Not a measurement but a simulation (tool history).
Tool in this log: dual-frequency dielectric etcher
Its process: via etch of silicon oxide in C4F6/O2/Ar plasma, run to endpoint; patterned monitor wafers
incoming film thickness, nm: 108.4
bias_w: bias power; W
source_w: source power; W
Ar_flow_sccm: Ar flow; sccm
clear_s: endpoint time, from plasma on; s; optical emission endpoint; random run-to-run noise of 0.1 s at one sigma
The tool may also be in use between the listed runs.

Run 1, hour 0: bias_w 602 W, source_w 440 W, Ar_flow_sccm 252 sccm. Result: clear_s 23.6 s.
Run 2, hour 7.8: bias_w 581 W, source_w 440 W, Ar_flow_sccm 252 sccm. Result: clear_s 23.923 s.
Run 3, hour 11.5: bias_w 641 W, source_w 440 W, Ar_flow_sccm 252 sccm. Result: clear_s 22.95 s.
Run 4, hour 15.2: bias_w 577 W, source_w 440 W, Ar_flow_sccm 252 sccm. Result: clear_s 24.157 s.
Run 5, hour 22.8: bias_w 565 W, source_w 440 W, Ar_flow_sccm 252 sccm. Result: clear_s 24.148 s.
Run 6, hour 29.5: bias_w 565 W, source_w 500 W, Ar_flow_sccm 252 sccm. Result: clear_s 23.034 s.
Run 7, hour 35.3: bias_w 539 W, source_w 500 W, Ar_flow_sccm 252 sccm. Result: clear_s 23.412 s.
Run 8, hour 39.1: bias_w 517 W, source_w 500 W, Ar_flow_sccm 252 sccm. Result: clear_s 23.8 s.
Run 9, hour 39.8: bias_w 404 W, source_w 490 W, Ar_flow_sccm 253 sccm. Result: clear_s 26.207 s.
Run 10, hour 45.8: bias_w 410 W, source_w 490 W, Ar_flow_sccm 253 sccm. Result: clear_s 26.022 s.
Run 11, hour 47.7: bias_w 415 W, source_w 490 W, Ar_flow_sccm 253 sccm. Result: clear_s 26.103 s.
Run 12, hour 51.7: bias_w 420 W, source_w 490 W, Ar_flow_sccm 253 sccm. Result: clear_s 25.919 s.

Expected results for the next run?
Run 13, hour 55.7: bias_w 424 W, source_w 490 W, Ar_flow_sccm 253 sccm. Result: clear_s ?.

Run 13 measured clear_s 25.989 s.

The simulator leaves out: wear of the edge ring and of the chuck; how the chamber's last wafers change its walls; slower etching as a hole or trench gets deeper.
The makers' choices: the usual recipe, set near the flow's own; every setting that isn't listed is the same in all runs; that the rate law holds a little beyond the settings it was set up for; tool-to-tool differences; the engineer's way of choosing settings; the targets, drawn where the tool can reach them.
